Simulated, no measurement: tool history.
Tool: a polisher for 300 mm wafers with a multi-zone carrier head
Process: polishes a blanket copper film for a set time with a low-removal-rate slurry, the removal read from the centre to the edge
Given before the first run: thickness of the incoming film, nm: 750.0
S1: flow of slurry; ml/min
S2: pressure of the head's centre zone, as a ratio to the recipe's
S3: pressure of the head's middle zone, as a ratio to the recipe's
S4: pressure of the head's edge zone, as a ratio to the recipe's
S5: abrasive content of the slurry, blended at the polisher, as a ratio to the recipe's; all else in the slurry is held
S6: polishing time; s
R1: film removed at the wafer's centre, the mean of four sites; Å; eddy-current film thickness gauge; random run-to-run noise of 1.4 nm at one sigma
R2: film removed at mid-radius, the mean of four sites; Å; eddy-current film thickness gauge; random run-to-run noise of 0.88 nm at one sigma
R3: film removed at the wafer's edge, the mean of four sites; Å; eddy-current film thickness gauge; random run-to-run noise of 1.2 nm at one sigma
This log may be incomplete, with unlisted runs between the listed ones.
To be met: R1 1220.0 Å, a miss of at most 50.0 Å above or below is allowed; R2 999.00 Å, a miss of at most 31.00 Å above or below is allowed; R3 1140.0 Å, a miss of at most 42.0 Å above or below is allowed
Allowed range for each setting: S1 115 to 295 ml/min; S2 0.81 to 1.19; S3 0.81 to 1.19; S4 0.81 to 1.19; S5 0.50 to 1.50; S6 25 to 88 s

{"run": 1, "hour": 0.0, "S1": 190, "S2": 1.0, "S3": 1.0, "S4": 1.0, "S5": 1.0, "S6": 56, "R1": 1643.8, "R2": 1600.0, "R3": 1632.0}
{"run": 2, "hour": 1.2, "S1": 185, "S2": 1.0, "S3": 0.97, "S4": 0.98, "S5": 0.9, "S6": 54, "R1": 1465.2, "R2": 1463.8, "R3": 1496.5}
{"run": 3, "hour": 6.8, "S1": 205, "S2": 1.0, "S3": 0.97, "S4": 0.98, "S5": 0.9, "S6": 54, "R1": 1549.5, "R2": 1467.3, "R3": 1511.9}
{"run": 4, "hour": 13.8, "S1": 245, "S2": 1.0, "S3": 0.97, "S4": 0.98, "S5": 0.9, "S6": 54, "R1": 1577.6, "R2": 1503.9, "R3": 1549.5}
{"run": 5, "hour": 20.5, "S1": 240, "S2": 1.01, "S3": 0.94, "S4": 0.97, "S5": 0.85, "S6": 52, "R1": 1460.3, "R2": 1389.6, "R3": 1463.6}
{"run": 6, "hour": 27.0, "S1": 240, "S2": 1.04, "S3": 0.92, "S4": 0.96, "S5": 0.8, "S6": 51, "R1": 1465.7, "R2": 1318.3, "R3": 1378.8}
{"run": 7, "hour": 35.3, "S1": 235, "S2": 1.05, "S3": 0.9, "S4": 0.97, "S5": 0.75, "S6": 50, "R1": 1455.1, "R2": 1250.8, "R3": 1338.4}
{"run": 8, "hour": 40.6, "S1": 230, "S2": 1.05, "S3": 0.88, "S4": 0.97, "S5": 0.7, "S6": 49, "R1": 1371.1, "R2": 1179.9, "R3": 1325.5}
{"run": 9, "hour": 46.3, "S1": 225, "S2": 1.06, "S3": 0.87, "S4": 0.95, "S5": 0.65, "S6": 49, "R1": 1364.0, "R2": 1123.0, "R3": 1262.8}
{"run": 10, "hour": 53.3, "S1": 215, "S2": 1.05, "S3": 0.86, "S4": 0.93, "S5": 0.65, "S6": 49, "R1": 1342.6, "R2": 1125.3, "R3": 1243.3}
{"run": 11, "hour": 57.6, "S1": 215, "S2": 1.05, "S3": 0.86, "S4": 0.93, "S5": 0.65, "S6": 49, "R1": 1326.2, "R2": 1124.7, "R3": 1235.2}
{"run": 12, "hour": 59.8, "S1": 215, "S2": 1.05, "S3": 0.86, "S4": 0.93, "S5": 0.65, "S6": 49, "R1": 1316.2, "R2": 1127.0, "R3": 1259.0}
{"run": 13, "hour": 63.7, "S1": 210, "S2": 1.06, "S3": 0.85, "S4": 0.92, "S5": 0.6, "S6": 49, "R1": 1342.4, "R2": 1092.5, "R3": 1222.1}
{"hour": 70.4, "done": "worn pad replaced by a new one"}
{"run": 14, "hour": 70.4, "S1": 205, "S2": 1.05, "S3": 0.84, "S4": 0.91, "S5": 0.6, "S6": 49, "R1": 1399.1, "R2": 1152.7, "R3": 1280.7}
{"run": 15, "hour": 77.1, "S1": 205, "S2": 1.06, "S3": 0.86, "S4": 0.93, "S5": 0.6, "S6": 49, "R1": 1393.1, "R2": 1191.2, "R3": 1322.6}

Of the 5 settings listed for the next run, only one would bring every result within its allowed miss of target. Which one?
{"run": "A", "hour": 83.8, "S1": 240, "S2": 1.09, "S3": 0.88, "S4": 0.83, "S5": 0.7, "S6": 38, "R1": "?", "R2": "?", "R3": "?"}
{"run": "B", "hour": 83.8, "S1": 200, "S2": 1.11, "S3": 0.89, "S4": 0.91, "S5": 0.65, "S6": 39, "R1": "?", "R2": "?", "R3": "?"}
{"run": "C", "hour": 83.8, "S1": 235, "S2": 1.04, "S3": 1.06, "S4": 0.81, "S5": 0.8, "S6": 41, "R1": "?", "R2": "?", "R3": "?"}
{"run": "D", "hour": 83.8, "S1": 285, "S2": 1.05, "S3": 0.83, "S4": 0.93, "S5": 0.55, "S6": 42, "R1": "?", "R2": "?", "R3": "?"}
{"run": "E", "hour": 83.8, "S1": 260, "S2": 1.19, "S3": 0.81, "S4": 0.81, "S5": 0.9, "S6": 36, "R1": "?", "R2": "?", "R3": "?"}

move=A R1=1212.1 R2=1001.10 R3=1050.4
move=B R1=1216.9 R2=997.95 R3=1073.3
move=C R1=1291.2 R2=1306.20 R3=1161.0
move=D R1=1228.6 R2=1003.00 R3=1141.4
move=E R1=1351.1 R2=953.61 R3=1062.5
A: brings the last run's worst result on target, with another outside its allowed miss
B: brings the last run's worst result on target, with another outside its allowed miss
C: lands further from the targets than the last run did
D: each result inside its tolerance
E: pushes the last run's worst result past its target
D meets every target.
